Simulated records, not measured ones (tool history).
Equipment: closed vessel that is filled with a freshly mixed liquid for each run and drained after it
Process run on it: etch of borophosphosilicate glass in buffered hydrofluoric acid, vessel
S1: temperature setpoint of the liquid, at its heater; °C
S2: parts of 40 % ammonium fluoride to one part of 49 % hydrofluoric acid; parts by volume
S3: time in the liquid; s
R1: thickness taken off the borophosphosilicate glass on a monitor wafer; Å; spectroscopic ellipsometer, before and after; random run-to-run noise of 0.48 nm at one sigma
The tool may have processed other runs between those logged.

run 1 hour=0.0 | S1=22.0 S2=12.5 S3=105 | R1=891.37
run 2 hour=5.2 | S1=21.0 S2=12.5 S3=105 | R1=837.54
run 3 hour=7.0 | S1=21.0 S2=14.5 S3=105 | R1=707.71
run 4 hour=11.8 | S1=21.0 S2=14.5 S3=115 | R1=784.31
run 5 hour=15.3 | S1=21.0 S2=14.5 S3=115 | R1=789.19
run 6 hour=21.9 | S1=20.5 S2=14.5 S3=115 | R1=758.30
run 7 hour=26.7 | S1=20.0 S2=14.5 S3=115 | R1=742.77

Forecast run 8:
run 8 hour=34.3 | S1=19.5 S2=14.5 S3=115 | R1=?

R1: 730.95 Å
